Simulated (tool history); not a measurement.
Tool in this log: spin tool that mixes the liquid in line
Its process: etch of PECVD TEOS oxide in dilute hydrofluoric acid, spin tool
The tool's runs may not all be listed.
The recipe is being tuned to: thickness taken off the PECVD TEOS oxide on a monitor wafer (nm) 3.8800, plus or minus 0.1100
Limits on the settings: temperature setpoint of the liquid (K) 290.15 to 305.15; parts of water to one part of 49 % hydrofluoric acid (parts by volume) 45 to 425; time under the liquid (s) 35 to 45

run,hour,temperature setpoint of the liquid (K),parts of water to one part of 49 % hydrofluoric acid (parts by volume),time under the liquid (s),thickness taken off the PECVD TEOS oxide on a monitor wafer (nm)
1,0.0,297.15,235,45,2.0164
2,3.9,298.65,235,45,2.0925
3,9.9,298.65,235,45,2.1096
4,18.4,300.15,235,45,2.2081
5,19.9,301.15,220,45,2.4779
6,25.3,304.15,220,45,2.7509
7,30.1,304.15,210,45,2.9162
8,32.6,305.15,155,45,4.4163

4 next moves are on the table. One of them brings every result within its allowed miss. Which?
A,35.1,305.15,180,45,?
B,35.1,305.15,160,45,?
C,35.1,304.65,155,40,?
D,35.1,305.15,150,40,?

move,thickness taken off the PECVD TEOS oxide on a monitor wafer (nm)
A,3.7194
B,4.3023
C,3.9068
D,4.1374
A: carries the result that was furthest off beyond its target, to the other side
B: better than the last run, though not everything is in spec
C: each result inside its tolerance
D: better than the last run, though not everything is in spec
C meets every target.
